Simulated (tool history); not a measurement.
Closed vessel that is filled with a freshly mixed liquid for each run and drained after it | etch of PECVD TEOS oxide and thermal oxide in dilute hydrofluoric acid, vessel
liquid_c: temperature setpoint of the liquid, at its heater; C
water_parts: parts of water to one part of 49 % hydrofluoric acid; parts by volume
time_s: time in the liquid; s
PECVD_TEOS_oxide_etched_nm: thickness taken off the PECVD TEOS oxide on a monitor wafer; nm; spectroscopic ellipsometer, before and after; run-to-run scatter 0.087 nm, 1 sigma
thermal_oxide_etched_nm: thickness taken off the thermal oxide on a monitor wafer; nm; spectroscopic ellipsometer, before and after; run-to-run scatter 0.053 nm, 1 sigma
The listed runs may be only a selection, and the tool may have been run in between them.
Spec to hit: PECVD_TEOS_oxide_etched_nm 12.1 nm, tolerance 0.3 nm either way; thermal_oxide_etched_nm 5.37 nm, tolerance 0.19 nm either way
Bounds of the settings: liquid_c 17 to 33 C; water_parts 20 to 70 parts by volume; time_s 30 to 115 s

run	hour	liquid_c	water_parts	time_s	PECVD_TEOS_oxide_etched_nm	thermal_oxide_etched_nm
1	0	25	40	60	19.886	8.7374
2	1.5	23	40	60	18.08	8.1407
3	5.8	21.5	40	60	17.049	7.6112
4	12.8	20.5	40	60	16.317	7.2209
5	15.3	20.5	30	60	21.979	9.7102
6	17.4	19.5	35	60	18.177	7.8926
7	22.5	19	40	60	15.392	6.8347
8	27.1	18.5	40	60	14.941	6.7774
9	33.7	18	45	60	13.016	5.7461
10	34.5	17	45	60	12.296	5.5125
11	38.3	17.5	45	60	12.72	5.68
12	42.4	17	45	60	12.396	5.5291
13	48.7	17.5	45	60	12.617	5.6455
14	53.8	17	45	60	12.487	5.6023
15	59.5	17	45	60	12.565	5.5618
16	66	17	45	55	11.316	5.0294
17	68.6	17.5	45	55	11.685	5.1341

4 candidate next runs follow, results not yet known. Just one meets every target within its allowed miss. Identify it.
A	71.2	17.5	50	60	?	?
B	71.2	17	60	75	?	?
C	71.2	19	40	45	?	?
D	71.2	17.5	55	70	?	?

move	PECVD_TEOS_oxide_etched_nm	thermal_oxide_etched_nm
A	11.446	5.0265
B	11.538	5.067
C	11.582	5.0862
D	12.072	5.3012
A: lands further from the targets than the last run did
B: lands further from the targets than the last run did
C: lands further from the targets than the last run did
D: meets every target
So the answer is move D, the one that meets all the targets.
